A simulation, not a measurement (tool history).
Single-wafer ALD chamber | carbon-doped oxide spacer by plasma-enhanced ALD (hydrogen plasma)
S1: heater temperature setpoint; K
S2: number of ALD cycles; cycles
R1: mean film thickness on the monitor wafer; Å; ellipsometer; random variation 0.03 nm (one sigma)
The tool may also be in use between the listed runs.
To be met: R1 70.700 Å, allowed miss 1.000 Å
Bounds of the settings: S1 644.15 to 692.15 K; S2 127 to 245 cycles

run  hour      S1   S2      R1
  1   0.0  668.15  186  88.331
  2   6.1  664.15  186  88.477
  3  12.3  664.15  165  78.097
  4  13.4  664.15  160  75.810
  5  20.9  664.15  172  81.699
  6  26.9  659.15  172  81.013
  7  29.8  659.15  165  78.157
  8  33.9  659.15  159  75.316
  9  37.7  659.15  146  69.006

Which of these 4 next moves meets every target?
  A  41.5  657.15  142   ?
  B  41.5  657.15  149   ?
  C  41.5  659.15  142   ?
  D  41.5  665.15  142   ?

move      R1
   A  67.201
   B  70.514
   C  67.201
   D  67.201
A: further off than the last run
B: meets every target
C: further off than the last run
D: further off than the last run
Move B is the one to make.
